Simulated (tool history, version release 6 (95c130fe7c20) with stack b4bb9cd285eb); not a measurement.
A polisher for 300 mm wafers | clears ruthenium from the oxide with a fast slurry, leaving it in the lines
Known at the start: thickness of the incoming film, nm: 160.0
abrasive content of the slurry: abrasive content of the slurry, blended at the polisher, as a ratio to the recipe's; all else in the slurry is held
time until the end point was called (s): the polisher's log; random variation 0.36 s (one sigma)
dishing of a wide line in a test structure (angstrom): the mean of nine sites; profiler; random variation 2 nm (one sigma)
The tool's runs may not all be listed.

run  hour  flow of slurry (ml/min)  pressure of the wafer on the pad (psi)  speed of the pad under the wafer (cm/s)  abrasive content of the slurry  overpolish time after the end point (s)  time until the end point was called (s)  dishing of a wide line in a test structure (angstrom)
  1   0.0                      185                                     1.9                                      114                             1.0                                       28                                   54.750                                                 547.12
  2   1.6                      185                                     2.0                                      114                             1.0                                       28                                   51.196                                                 550.10
  3   6.7                      185                                     2.1                                      114                             1.0                                       29                                   49.561                                                 596.00
  4  12.3                      185                                     2.2                                      114                             1.0                                       29                                   47.090                                                 608.00
  5  13.0                      185                                     2.2                                      114                             1.0                                       34                                   47.539                                                 647.18
  6  21.3                      185                                     2.3                                      114                             1.0                                       34                                   46.901                                                 684.34
  7  25.3                      195                                     2.9                                      122                             1.0                                       27                                   34.461                                                 708.11
  8  30.3                      195                                     2.9                                      122                             1.0                                       28                                   33.766                                                 698.27

The next listed run, before its measurement:
  9  32.2                      195                                     2.9                                      122                             1.0                                       29                                        ?                                                      ?

time until the end point was called (s): 33.782
dishing of a wide line in a test structure (angstrom): 690.64

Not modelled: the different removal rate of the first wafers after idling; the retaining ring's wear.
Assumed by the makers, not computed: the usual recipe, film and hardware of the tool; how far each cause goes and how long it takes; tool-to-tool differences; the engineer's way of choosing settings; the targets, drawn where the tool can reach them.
